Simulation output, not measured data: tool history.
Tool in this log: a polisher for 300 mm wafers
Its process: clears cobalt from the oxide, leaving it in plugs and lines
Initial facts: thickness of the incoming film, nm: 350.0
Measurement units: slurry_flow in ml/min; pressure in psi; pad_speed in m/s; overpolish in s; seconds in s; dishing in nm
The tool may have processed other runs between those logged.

run	hour	slurry_flow	pressure	pad_speed	overpolish	seconds	dishing
1	0	250	2.2	0.96	9	56.883	20.541
2	4.5	225	2.2	0.96	9	57.657	21.112
3	11	170	2.2	0.96	9	60.781	19.62
4	17.7	170	2.2	0.76	9	74.573	19.367
5	23.1	175	2.3	0.76	9	72.698	18.97
6	23.8	150	2.3	0.76	9	76.337	18.359
7	29.2	150	2.3	0.76	9	74.178	18.175
8	33.9	160	2.4	0.76	9	70.743	19.534
9	35.6	160	2.4	0.76	9	70.485	17.906
10	43.7	170	2.5	0.78	10	64.08	20.03
11	51.1	180	2.6	0.78	10	63.072	20.088
12	55.1	185	2.7	0.78	10	61.428	21.73
13	59.6	185	2.8	0.8	10	56.901	21.026
14	64.2	190	2.9	0.8	10	56.142	21.65
15	70.3	195	3	0.82	10	53.522	20.876

Run 16 is up next; what results do you expect?
16	75.6	200	3.1	0.82	10	?	?

{"run 16": {"seconds": 49.447, "dishing": 21.335}}

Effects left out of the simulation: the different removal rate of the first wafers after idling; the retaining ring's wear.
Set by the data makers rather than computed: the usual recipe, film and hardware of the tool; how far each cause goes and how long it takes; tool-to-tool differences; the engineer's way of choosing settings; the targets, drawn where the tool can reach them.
